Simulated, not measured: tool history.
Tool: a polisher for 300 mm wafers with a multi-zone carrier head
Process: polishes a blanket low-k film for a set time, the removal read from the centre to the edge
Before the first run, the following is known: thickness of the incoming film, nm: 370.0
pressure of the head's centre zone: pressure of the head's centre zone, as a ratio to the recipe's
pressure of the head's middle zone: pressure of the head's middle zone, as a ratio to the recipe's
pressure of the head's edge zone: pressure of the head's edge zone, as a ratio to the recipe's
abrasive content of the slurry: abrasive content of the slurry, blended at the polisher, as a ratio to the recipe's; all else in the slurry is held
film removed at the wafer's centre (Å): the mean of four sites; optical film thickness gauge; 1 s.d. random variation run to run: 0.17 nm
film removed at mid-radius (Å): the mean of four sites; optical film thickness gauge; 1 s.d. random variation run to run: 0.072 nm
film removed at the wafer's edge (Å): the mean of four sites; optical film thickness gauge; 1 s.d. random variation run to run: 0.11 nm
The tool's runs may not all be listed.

run	hour	flow of slurry (ml/min)	pressure of the head's centre zone	pressure of the head's middle zone	pressure of the head's edge zone	abrasive content of the slurry	polishing time (s)	film removed at the wafer's centre (Å)	film removed at mid-radius (Å)	film removed at the wafer's edge (Å)
1	0	225	1	1	1	1	66	155.3	159.44	151.43
2	2.7	215	1.01	0.95	1	0.85	65	139.4	142.42	141.31
3	11.7	215	1.04	0.95	1	0.85	65	145.15	141.69	142.26
4	19.3	215	1.04	0.95	1.06	0.85	65	145.58	143.1	144.23
5	20.2	215	1.01	0.95	1.06	0.85	65	141.85	142.87	144.83
6	26.5	210	1.06	0.91	1.05	0.75	63	136.43	127.74	135.55
7	33.3	205	1.08	0.89	1.02	0.7	61	133.51	118.46	125.58
8	41.1	195	1.09	0.87	1.02	0.65	60	127.92	110.79	120.44
9	42.9	185	1.09	0.85	1.01	0.6	60	120.94	104.66	114.14

Run 10 has not been measured yet. What should we expect?
10	51.2	150	1.13	0.81	1.04	0.55	60	?	?	?

{"run 10": {"film removed at the wafer's centre (Å)": 117.86, "film removed at mid-radius (Å)": 92.488, "film removed at the wafer's edge (Å)": 107.69}}
